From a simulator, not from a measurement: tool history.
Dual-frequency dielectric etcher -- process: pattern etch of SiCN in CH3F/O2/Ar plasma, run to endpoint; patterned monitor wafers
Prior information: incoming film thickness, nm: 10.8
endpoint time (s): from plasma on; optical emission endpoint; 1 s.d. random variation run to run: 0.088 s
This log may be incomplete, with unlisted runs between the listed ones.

{"run": 1, "hour": 0.0, "source power (W)": 520, "bias power (W)": 53, "endpoint time (s)": 25.918}
{"run": 2, "hour": 6.3, "source power (W)": 470, "bias power (W)": 53, "endpoint time (s)": 27.761}
{"run": 3, "hour": 8.2, "source power (W)": 540, "bias power (W)": 54, "endpoint time (s)": 25.339}
{"run": 4, "hour": 13.0, "source power (W)": 590, "bias power (W)": 54, "endpoint time (s)": 23.946}
{"run": 5, "hour": 15.6, "source power (W)": 590, "bias power (W)": 48, "endpoint time (s)": 24.747}
{"run": 6, "hour": 21.7, "source power (W)": 590, "bias power (W)": 39, "endpoint time (s)": 26.279}
{"run": 7, "hour": 26.5, "source power (W)": 630, "bias power (W)": 43, "endpoint time (s)": 24.532}
{"run": 8, "hour": 28.1, "source power (W)": 660, "bias power (W)": 46, "endpoint time (s)": 23.558}
{"run": 9, "hour": 33.1, "source power (W)": 680, "bias power (W)": 49, "endpoint time (s)": 22.603}
{"run": 10, "hour": 38.3, "source power (W)": 700, "bias power (W)": 51, "endpoint time (s)": 22.273}
{"run": 11, "hour": 39.1, "source power (W)": 710, "bias power (W)": 54, "endpoint time (s)": 21.626}
{"run": 12, "hour": 45.2, "source power (W)": 720, "bias power (W)": 55, "endpoint time (s)": 21.268}

Forecast run 13:
{"run": 13, "hour": 46.1, "source power (W)": 720, "bias power (W)": 56, "endpoint time (s)": "?"}

For run 13 the tool returned endpoint time (s) 21.412.

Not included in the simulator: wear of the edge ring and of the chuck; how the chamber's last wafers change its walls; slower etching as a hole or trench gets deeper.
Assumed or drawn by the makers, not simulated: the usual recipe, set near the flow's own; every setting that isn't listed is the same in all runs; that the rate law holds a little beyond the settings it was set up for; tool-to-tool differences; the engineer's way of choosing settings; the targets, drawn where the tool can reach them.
